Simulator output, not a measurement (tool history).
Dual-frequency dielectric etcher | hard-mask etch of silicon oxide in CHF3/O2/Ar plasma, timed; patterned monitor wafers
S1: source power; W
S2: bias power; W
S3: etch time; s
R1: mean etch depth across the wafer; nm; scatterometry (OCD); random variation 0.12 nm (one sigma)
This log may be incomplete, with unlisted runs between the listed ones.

run	hour	S1	S2	S3	R1
1	0.0	700	206	27.5	59.798
2	1.0	700	206	27.5	59.717
3	7.6	630	199	27.5	57.247
4	11.5	630	199	27.5	57.374
5	13.2	630	174	27.5	54.422
6	17.0	630	192	27.5	56.516
7	18.9	590	186	27.5	54.585

Forecast run 8:
8	21.7	560	183	27.5	?

R1: 53.462 nm
